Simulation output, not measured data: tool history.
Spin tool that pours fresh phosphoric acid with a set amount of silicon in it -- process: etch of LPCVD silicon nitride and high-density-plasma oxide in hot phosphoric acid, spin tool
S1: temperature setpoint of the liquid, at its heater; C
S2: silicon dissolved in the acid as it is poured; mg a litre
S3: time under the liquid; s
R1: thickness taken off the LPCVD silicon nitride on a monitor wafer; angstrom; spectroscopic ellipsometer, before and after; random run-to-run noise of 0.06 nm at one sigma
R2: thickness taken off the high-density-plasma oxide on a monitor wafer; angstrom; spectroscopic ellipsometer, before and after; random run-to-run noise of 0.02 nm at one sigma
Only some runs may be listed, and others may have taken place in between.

run  hour     S1   S2   S3      R1      R2
  1     0    162   13  180  153.85  10.116
  2   0.6  161.5   11  155  131.19  8.8149
  3   7.1  159.5   11  155  125.93  7.0656
  4   9.8  159.5  3.5  155  125.03   8.485
  5  13.6  161.5  3.5  155  133.48  10.277
  6    17  161.5  3.5  210  178.64  13.979
  7  19.3    161    3  175  148.12  11.407
  8  25.2    161    3  145   121.9  9.0207
  9    30    161  2.5  125  105.15  7.9243

Run 10 has not been measured yet. What should we expect?
 10  33.4  161   2  115   ?   ?

{"run 10": {"R1": 96.371, "R2": 7.6402}}
